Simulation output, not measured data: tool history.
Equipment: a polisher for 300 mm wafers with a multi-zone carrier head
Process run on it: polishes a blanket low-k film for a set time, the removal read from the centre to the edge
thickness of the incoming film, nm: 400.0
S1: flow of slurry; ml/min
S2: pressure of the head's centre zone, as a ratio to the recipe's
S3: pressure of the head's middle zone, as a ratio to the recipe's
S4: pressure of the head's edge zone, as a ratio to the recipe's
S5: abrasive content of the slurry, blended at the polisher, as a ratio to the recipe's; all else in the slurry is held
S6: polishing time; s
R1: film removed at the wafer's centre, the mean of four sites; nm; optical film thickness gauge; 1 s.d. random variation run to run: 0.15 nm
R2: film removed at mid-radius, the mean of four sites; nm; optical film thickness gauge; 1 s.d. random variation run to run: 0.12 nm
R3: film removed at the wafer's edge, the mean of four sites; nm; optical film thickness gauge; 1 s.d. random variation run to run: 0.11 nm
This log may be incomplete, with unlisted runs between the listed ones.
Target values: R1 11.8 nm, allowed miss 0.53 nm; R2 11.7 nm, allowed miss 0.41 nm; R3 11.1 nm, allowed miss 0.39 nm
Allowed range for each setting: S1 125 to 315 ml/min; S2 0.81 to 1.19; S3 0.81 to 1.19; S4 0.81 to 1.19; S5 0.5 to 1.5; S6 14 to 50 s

{"run": 1, "hour": 0.0, "S1": 205, "S2": 1, "S3": 1, "S4": 1, "S5": 1, "S6": 32, "R1": 15.953, "R2": 16.619, "R3": 16.729}
{"run": 2, "hour": 3.3, "S1": 205, "S2": 1.07, "S3": 1, "S4": 1, "S5": 1, "S6": 32, "R1": 17.401, "R2": 16.517, "R3": 16.744}
{"run": 3, "hour": 7.8, "S1": 205, "S2": 1.07, "S3": 1, "S4": 1, "S5": 1, "S6": 35, "R1": 19.003, "R2": 18.578, "R3": 18.012}
{"run": 4, "hour": 12.3, "S1": 200, "S2": 1.06, "S3": 1, "S4": 0.97, "S5": 0.9, "S6": 34, "R1": 16.818, "R2": 16.209, "R3": 15.88}
{"run": 5, "hour": 14.2, "S1": 200, "S2": 1.02, "S3": 1, "S4": 0.97, "S5": 0.9, "S6": 34, "R1": 16.766, "R2": 16.319, "R3": 16.146}
{"run": 6, "hour": 14.8, "S1": 200, "S2": 1.02, "S3": 1.07, "S4": 0.97, "S5": 0.9, "S6": 34, "R1": 16.382, "R2": 17.269, "R3": 15.806}
{"run": 7, "hour": 16.8, "S1": 195, "S2": 1.01, "S3": 1.06, "S4": 0.95, "S5": 0.85, "S6": 34, "R1": 15.132, "R2": 16.076, "R3": 15.052}
{"run": 8, "hour": 22.0, "S1": 190, "S2": 1.01, "S3": 1.06, "S4": 0.93, "S5": 0.8, "S6": 34, "R1": 14.701, "R2": 15.534, "R3": 14.35}
{"run": 9, "hour": 24.2, "S1": 185, "S2": 1.01, "S3": 1.05, "S4": 0.91, "S5": 0.75, "S6": 34, "R1": 13.429, "R2": 14.683, "R3": 12.986}
{"run": 10, "hour": 24.8, "S1": 180, "S2": 1.01, "S3": 1.02, "S4": 0.9, "S5": 0.75, "S6": 34, "R1": 13.593, "R2": 13.947, "R3": 12.923}
{"run": 11, "hour": 31.8, "S1": 175, "S2": 1, "S3": 1.01, "S4": 0.89, "S5": 0.75, "S6": 34, "R1": 12.985, "R2": 13.83, "R3": 12.851}
{"run": 12, "hour": 39.6, "S1": 170, "S2": 1.01, "S3": 1, "S4": 0.88, "S5": 0.75, "S6": 34, "R1": 13.252, "R2": 13.604, "R3": 12.932}
{"run": 13, "hour": 41.2, "S1": 170, "S2": 1.01, "S3": 0.99, "S4": 0.87, "S5": 0.7, "S6": 34, "R1": 12.266, "R2": 12.34, "R3": 11.756}

Exercise: of the 5 proposed moves below, exactly one satisfies all targets within the stated allowed misses. Which move is it?
{"run": "A", "hour": 42.8, "S1": 135, "S2": 0.91, "S3": 0.87, "S4": 0.98, "S5": 0.8, "S6": 30, "R1": "?", "R2": "?", "R3": "?"}
{"run": "B", "hour": 42.8, "S1": 140, "S2": 1.05, "S3": 1.01, "S4": 0.9, "S5": 0.7, "S6": 32, "R1": "?", "R2": "?", "R3": "?"}
{"run": "C", "hour": 42.8, "S1": 160, "S2": 1.03, "S3": 1.11, "S4": 0.83, "S5": 0.7, "S6": 32, "R1": "?", "R2": "?", "R3": "?"}
{"run": "D", "hour": 42.8, "S1": 130, "S2": 0.98, "S3": 1.04, "S4": 1.14, "S5": 0.8, "S6": 28, "R1": "?", "R2": "?", "R3": "?"}
{"run": "E", "hour": 42.8, "S1": 160, "S2": 0.97, "S3": 1.02, "S4": 0.93, "S5": 0.7, "S6": 31, "R1": "?", "R2": "?", "R3": "?"}

move=A R1=10.897 R2=10.855 R3=12.314
move=B R1=11.789 R2=11.479 R3=11.022
move=C R1=11.862 R2=12.713 R3=10.783
move=D R1=10.888 R2=11.665 R3=12.301
move=E R1=10.811 R2=11.467 R3=11.013
A: lands further from the targets than the last run did
B: meets every target
C: corrects the largest miss of the last run, while another result sits out of spec
D: lands further from the targets than the last run did
E: corrects the largest miss of the last run, while another result sits out of spec
B is the move that brings every result within its allowed miss.
